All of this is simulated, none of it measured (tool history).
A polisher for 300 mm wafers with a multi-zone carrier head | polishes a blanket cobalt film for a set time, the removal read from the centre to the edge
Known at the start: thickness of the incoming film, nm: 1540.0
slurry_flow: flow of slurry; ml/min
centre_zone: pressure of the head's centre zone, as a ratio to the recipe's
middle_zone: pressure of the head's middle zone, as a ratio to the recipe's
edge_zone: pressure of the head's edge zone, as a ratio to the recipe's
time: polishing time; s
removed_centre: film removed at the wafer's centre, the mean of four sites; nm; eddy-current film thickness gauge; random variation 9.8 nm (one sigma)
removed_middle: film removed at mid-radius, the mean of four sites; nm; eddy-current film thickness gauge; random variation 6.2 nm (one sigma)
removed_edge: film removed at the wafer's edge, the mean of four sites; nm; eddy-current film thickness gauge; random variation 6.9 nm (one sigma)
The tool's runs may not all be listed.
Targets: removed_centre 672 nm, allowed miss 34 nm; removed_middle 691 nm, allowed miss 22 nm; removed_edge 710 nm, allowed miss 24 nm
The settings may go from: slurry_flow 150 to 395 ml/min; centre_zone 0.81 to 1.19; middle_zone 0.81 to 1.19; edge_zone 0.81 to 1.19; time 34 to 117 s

{"run": 1, "day": 0.0, "slurry_flow": 250, "centre_zone": 1, "middle_zone": 1, "edge_zone": 1, "time": 75, "removed_centre": 562.47, "removed_middle": 565.76, "removed_edge": 580.39}
{"run": 2, "day": 0.079, "slurry_flow": 255, "centre_zone": 1.01, "middle_zone": 1.02, "edge_zone": 1.03, "time": 77, "removed_centre": 593.65, "removed_middle": 599.47, "removed_edge": 607.37}
{"run": 3, "day": 0.392, "slurry_flow": 255, "centre_zone": 1.07, "middle_zone": 1.02, "edge_zone": 1.03, "time": 77, "removed_centre": 608.62, "removed_middle": 585.51, "removed_edge": 601.03}
{"run": 4, "day": 0.45, "slurry_flow": 265, "centre_zone": 1.06, "middle_zone": 1.03, "edge_zone": 1.06, "time": 78, "removed_centre": 621.02, "removed_middle": 608.03, "removed_edge": 627.78}
{"run": 5, "day": 0.742, "slurry_flow": 275, "centre_zone": 1.06, "middle_zone": 1.04, "edge_zone": 1.08, "time": 79, "removed_centre": 643.52, "removed_middle": 627.79, "removed_edge": 641.2}
{"run": 6, "day": 0.833, "slurry_flow": 215, "centre_zone": 1.06, "middle_zone": 1.04, "edge_zone": 1.08, "time": 79, "removed_centre": 618.16, "removed_middle": 598.6, "removed_edge": 623.46}
{"run": 7, "day": 0.921, "slurry_flow": 235, "centre_zone": 1.05, "middle_zone": 1.05, "edge_zone": 1.1, "time": 79, "removed_centre": 617.74, "removed_middle": 611.46, "removed_edge": 634.7}
{"run": 8, "day": 0.967, "slurry_flow": 250, "centre_zone": 1.05, "middle_zone": 1.06, "edge_zone": 1.12, "time": 79, "removed_centre": 629.25, "removed_middle": 629.27, "removed_edge": 647.18}
{"run": 9, "day": 1.196, "slurry_flow": 265, "centre_zone": 1.05, "middle_zone": 1.06, "edge_zone": 1.13, "time": 79, "removed_centre": 635.16, "removed_middle": 632.38, "removed_edge": 648.75}
{"run": 10, "day": 1.388, "slurry_flow": 275, "centre_zone": 1.04, "middle_zone": 1.06, "edge_zone": 1.14, "time": 80, "removed_centre": 607.92, "removed_middle": 649.51, "removed_edge": 664.91}

5 next moves are on the table. One of them brings every result within its allowed miss. Which?
{"run": "A", "day": 1.579, "slurry_flow": 230, "centre_zone": 1.09, "middle_zone": 0.96, "edge_zone": 1.16, "time": 95, "removed_centre": "?", "removed_middle": "?", "removed_edge": "?"}
{"run": "B", "day": 1.579, "slurry_flow": 255, "centre_zone": 0.98, "middle_zone": 1.11, "edge_zone": 1.03, "time": 83, "removed_centre": "?", "removed_middle": "?", "removed_edge": "?"}
{"run": "C", "day": 1.579, "slurry_flow": 285, "centre_zone": 1.07, "middle_zone": 1.1, "edge_zone": 1.12, "time": 92, "removed_centre": "?", "removed_middle": "?", "removed_edge": "?"}
{"run": "D", "day": 1.579, "slurry_flow": 250, "centre_zone": 1.12, "middle_zone": 1, "edge_zone": 1.11, "time": 87, "removed_centre": "?", "removed_middle": "?", "removed_edge": "?"}
{"run": "E", "day": 1.579, "slurry_flow": 240, "centre_zone": 1.03, "middle_zone": 1.06, "edge_zone": 1.11, "time": 87, "removed_centre": "?", "removed_middle": "?", "removed_edge": "?"}

move=A removed_centre=766.52 removed_middle=690.51 removed_edge=787.97
move=B removed_centre=607.77 removed_middle=680.8 removed_edge=651.22
move=C removed_centre=743.01 removed_middle=755.27 removed_edge=757.68
move=D removed_centre=727.01 removed_middle=656.64 removed_edge=708.68
move=E removed_centre=666.03 removed_middle=684.87 removed_edge=706.44
A: brings the result that was furthest off to its target, and leaves another outside
B: brings the result that was furthest off to its target, and leaves another outside
C: takes the result that was furthest off past its target
D: nearer than the last run, and not there yet
E: meets every target
Answer: E

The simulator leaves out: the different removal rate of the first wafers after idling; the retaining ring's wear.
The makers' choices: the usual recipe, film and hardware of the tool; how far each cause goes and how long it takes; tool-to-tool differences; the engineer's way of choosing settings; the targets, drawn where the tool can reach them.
